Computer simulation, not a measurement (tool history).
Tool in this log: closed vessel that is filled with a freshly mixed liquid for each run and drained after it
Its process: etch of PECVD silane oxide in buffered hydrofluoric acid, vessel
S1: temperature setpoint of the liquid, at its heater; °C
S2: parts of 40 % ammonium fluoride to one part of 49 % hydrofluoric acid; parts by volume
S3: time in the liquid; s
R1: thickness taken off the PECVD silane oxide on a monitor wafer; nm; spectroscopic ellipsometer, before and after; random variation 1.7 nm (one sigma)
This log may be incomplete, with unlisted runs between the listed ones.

run,day,S1,S2,S3,R1
1,0,22,10,90,209.75
2,0.304,25,10,90,245.28
3,0.517,25,10,90,249.27
4,0.562,25,11.5,90,215.28
5,0.842,25,11.5,90,215.37
6,0.9,25,11.5,90,216.39
7,1.154,26,11,90,237.77

Forecast run 8:
8,1.379,30,10,90,?

R1: 323.91 nm
